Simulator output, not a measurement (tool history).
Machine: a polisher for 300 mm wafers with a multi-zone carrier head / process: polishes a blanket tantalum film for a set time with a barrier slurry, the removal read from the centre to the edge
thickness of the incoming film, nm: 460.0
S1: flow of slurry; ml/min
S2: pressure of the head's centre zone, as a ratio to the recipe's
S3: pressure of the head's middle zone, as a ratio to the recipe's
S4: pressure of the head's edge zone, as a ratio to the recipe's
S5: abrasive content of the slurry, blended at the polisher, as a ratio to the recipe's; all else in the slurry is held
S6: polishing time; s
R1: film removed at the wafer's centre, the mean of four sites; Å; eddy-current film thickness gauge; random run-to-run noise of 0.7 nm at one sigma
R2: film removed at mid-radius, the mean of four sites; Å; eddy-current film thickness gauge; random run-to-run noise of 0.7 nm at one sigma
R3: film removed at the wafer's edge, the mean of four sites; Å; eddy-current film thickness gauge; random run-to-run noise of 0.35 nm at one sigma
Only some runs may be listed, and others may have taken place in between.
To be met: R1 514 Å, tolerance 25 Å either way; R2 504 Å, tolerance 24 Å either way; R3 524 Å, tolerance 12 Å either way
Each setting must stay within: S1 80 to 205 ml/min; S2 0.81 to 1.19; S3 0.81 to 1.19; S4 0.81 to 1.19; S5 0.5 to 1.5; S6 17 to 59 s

run  hour   S1    S2    S3    S4    S5  S6      R1      R2      R3
  1     0  135     1     1     1     1  38  349.25  352.58  359.86
  2     9  135     1     1     1  0.85  38  345.02  333.24  338.69
  3  13.6  135     1     1  0.95  0.85  38  340.38  339.38   327.5
  4  19.7  135     1     1  0.95  0.85  31  280.65  269.74  270.31
  5  23.8  135  0.94     1  0.95  0.85  31  267.22  272.14  270.64
  6  27.5  140  0.96  1.01  0.97   0.9  32  284.46  293.95  288.39
  7  34.2  145  0.98  1.01  0.99  0.95  33  306.86  309.04  307.72
  8  42.8  150  0.99  1.01  1.01     1  34   322.2  326.38   328.9
  9  49.8  150  0.99  1.01  1.01     1  34  328.52  322.96  324.32
 10    51  150     1  1.01  1.02  1.05  35  340.15  343.68  345.57
 11  51.8  150     1  1.01  1.02  1.05  35  342.73  339.41   345.8
 12  54.8  150     1  1.01  1.02  1.05  35  344.33  333.14  344.66
 13  56.3  150     1  1.01  1.02  1.05  35  348.04  347.61  346.63
 14  56.8  150  1.01  1.01  1.03   1.1  36  359.45  351.78   360.3
 15  61.4  155  1.01  1.02  1.04  1.15  37   381.6  371.96  377.01
 16  62.3  165  0.98  1.04  1.14   1.4  45  472.09  492.37  503.88

4 next moves are on the table. One of them brings every result within its allowed miss. Which?
  A  63.2  170  0.93  1.16  1.11  1.4  42   ?   ?   ?
  B  63.2  180  1.07  1.07  1.07  1.5  43   ?   ?   ?
  C  63.2  150  0.96  1.08  1.12  1.5  43   ?   ?   ?
  D  63.2  130     1  0.99  1.04  1.5  49   ?   ?   ?

move      R1      R2      R3
   A  431.22  503.62  472.41
   B  521.23  492.58  485.93
   C  452.57  482.88  487.11
   D  522.05  498.47  526.09
A: the biggest miss grows against the last run
B: the biggest miss grows against the last run
C: the biggest miss grows against the last run
D: all results land within tolerance of their targets
D is the move that brings every result within its allowed miss.
